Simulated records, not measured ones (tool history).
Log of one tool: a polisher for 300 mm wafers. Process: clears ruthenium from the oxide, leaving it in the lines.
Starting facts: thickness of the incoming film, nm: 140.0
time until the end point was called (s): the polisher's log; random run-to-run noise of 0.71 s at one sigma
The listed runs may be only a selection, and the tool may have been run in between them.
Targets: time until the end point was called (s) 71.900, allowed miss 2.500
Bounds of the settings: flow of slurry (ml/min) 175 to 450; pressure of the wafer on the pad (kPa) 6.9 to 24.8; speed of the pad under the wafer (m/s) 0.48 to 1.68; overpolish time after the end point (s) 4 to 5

| run | hour | flow of slurry (ml/min) | pressure of the wafer on the pad (kPa) | speed of the pad under the wafer (m/s) | overpolish time after the end point (s) | time until the end point was called (s) |
|---|---|---|---|---|---|---|
| 1 | 0.0 | 290 | 15.9 | 1.08 | 5 | 101.240 |
| 2 | 3.6 | 290 | 13.1 | 1.08 | 5 | 123.150 |
| 3 | 6.5 | 290 | 11.7 | 1.08 | 5 | 137.470 |
| 4 | 8.6 | 290 | 9.0 | 1.08 | 5 | 173.400 |
| 5 | 14.4 | 290 | 10.3 | 1.08 | 5 | 152.830 |
| 6 | 19.8 | 290 | 11.7 | 1.08 | 5 | 136.830 |
| 7 | 25.0 | 290 | 11.7 | 1.08 | 5 | 136.810 |
| 8 | 29.2 | 290 | 13.1 | 1.08 | 5 | 122.550 |
| 9 | 33.0 | 290 | 14.5 | 1.08 | 5 | 112.900 |
| 10 | 38.6 | 290 | 15.2 | 1.08 | 5 | 104.430 |
| 11 | 42.3 | 290 | 15.9 | 1.08 | 5 | 100.900 |
| 12 | 44.0 | 290 | 16.5 | 1.08 | 5 | 95.737 |
| 13 | 50.2 | 290 | 17.2 | 1.08 | 5 | 91.809 |
| 14 | 59.1 | 290 | 21.4 | 1.10 | 5 | 74.186 |

Which of these 5 next moves meets every target?
| A | 68.0 | 300 | 19.3 | 1.16 | 4 | ? |
| B | 68.0 | 315 | 20.0 | 1.10 | 4 | ? |
| C | 68.0 | 315 | 21.4 | 1.14 | 4 | ? |
| D | 68.0 | 325 | 23.4 | 0.96 | 5 | ? |
| E | 68.0 | 325 | 21.4 | 1.04 | 4 | ? |

| move | time until the end point was called (s) |
|---|---|
| A | 78.727 |
| B | 79.731 |
| C | 72.156 |
| D | 77.642 |
| E | 78.653 |
A: further off than the last run
B: further off than the last run
C: every result lands within tolerance
D: further off than the last run
E: further off than the last run
Move C is the one to make.

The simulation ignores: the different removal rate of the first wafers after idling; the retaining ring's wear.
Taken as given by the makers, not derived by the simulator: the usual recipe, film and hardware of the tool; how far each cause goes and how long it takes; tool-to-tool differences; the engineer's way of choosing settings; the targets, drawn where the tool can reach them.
